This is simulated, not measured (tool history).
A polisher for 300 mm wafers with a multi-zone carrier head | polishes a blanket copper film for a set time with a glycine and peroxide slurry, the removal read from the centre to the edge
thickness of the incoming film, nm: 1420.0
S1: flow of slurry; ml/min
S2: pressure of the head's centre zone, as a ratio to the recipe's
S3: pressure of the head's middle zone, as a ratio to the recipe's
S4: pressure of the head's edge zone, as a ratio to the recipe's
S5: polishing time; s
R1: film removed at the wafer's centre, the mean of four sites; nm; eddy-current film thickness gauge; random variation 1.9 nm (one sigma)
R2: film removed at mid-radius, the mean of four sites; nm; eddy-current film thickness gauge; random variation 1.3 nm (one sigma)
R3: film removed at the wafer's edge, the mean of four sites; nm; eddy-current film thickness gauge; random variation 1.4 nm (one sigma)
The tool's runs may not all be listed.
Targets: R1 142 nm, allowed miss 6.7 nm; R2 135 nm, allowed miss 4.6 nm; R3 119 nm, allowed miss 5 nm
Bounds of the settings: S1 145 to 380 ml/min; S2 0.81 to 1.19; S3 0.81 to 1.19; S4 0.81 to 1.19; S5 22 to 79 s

run  hour   S1    S2    S3    S4  S5      R1      R2      R3
  1     0  245     1     1     1  50  158.06     158  157.21
  2   8.9  245     1     1     1  56  177.66  177.77  178.01
  3   9.8  245     1     1     1  62  195.72  194.61  197.39
  4  17.7  250  1.02  1.01  0.97  56  182.74  175.01  178.53
  5  22.2  245  1.05  1.06  0.97  51  171.16  168.13     160
  6  22.9  240  1.06  1.07  0.95  48  162.25  160.98  145.82
  7    24  230  1.06  1.06  0.92  47  158.02     153  142.18
  8  31.6  225  1.07  1.07   0.9  45  150.23  149.23  135.92
  9    38  225  1.08  1.07  0.89  43  148.46  142.82  129.74
 10  45.8  225  1.09  1.07  0.88  42  143.51  139.06  124.47
 11  54.2  225  1.09  1.07  0.87  42  143.62  140.93  124.31

5 next moves are on the table. One of them brings every result within its allowed miss. Which?
  A  62.6  265  1.09  1.18  0.81  37   ?   ?   ?
  B  62.6  180  1.13  1.11   0.9  40   ?   ?   ?
  C  62.6  205  1.13     1   0.9  40   ?   ?   ?
  D  62.6  145  1.19  0.97     1  42   ?   ?   ?
  E  62.6  380  1.02  1.12  0.81  43   ?   ?   ?

move      R1      R2      R3
   A  129.19  134.11  105.65
   B  140.24  133.65  116.74
   C  141.66  123.49  117.76
   D  152.16  123.08  126.87
   E   144.2  152.72  125.17
A: brings the result that was furthest off to its target, and leaves another outside
B: meets every target
C: takes the result that was furthest off past its target
D: takes the result that was furthest off past its target
E: further off than the last run
Answer: B

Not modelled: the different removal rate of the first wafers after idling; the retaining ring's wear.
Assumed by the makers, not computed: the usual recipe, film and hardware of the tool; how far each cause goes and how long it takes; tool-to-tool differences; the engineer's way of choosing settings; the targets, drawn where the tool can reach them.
